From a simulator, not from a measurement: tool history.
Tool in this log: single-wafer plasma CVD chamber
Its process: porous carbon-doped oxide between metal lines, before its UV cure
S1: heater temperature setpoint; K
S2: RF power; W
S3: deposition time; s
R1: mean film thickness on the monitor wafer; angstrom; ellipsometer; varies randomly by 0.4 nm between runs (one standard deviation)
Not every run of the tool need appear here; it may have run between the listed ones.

run	day	S1	S2	S3	R1
1	0.000	553.15	475	19.5	1151.0
2	0.162	553.15	475	18.6	1101.2
3	0.446	557.15	465	18.6	1043.1
4	0.712	560.15	465	18.6	1028.4
5	0.796	560.15	465	19.5	1083.2
6	0.967	560.15	520	19.5	1197.3
7	1.088	563.15	500	19.5	1124.9
8	1.438	565.15	485	19.5	1086.4

Expected results for the next run?
9	1.696	567.15	470	19.5	?

{"run 9": {"R1": 1034.9}}
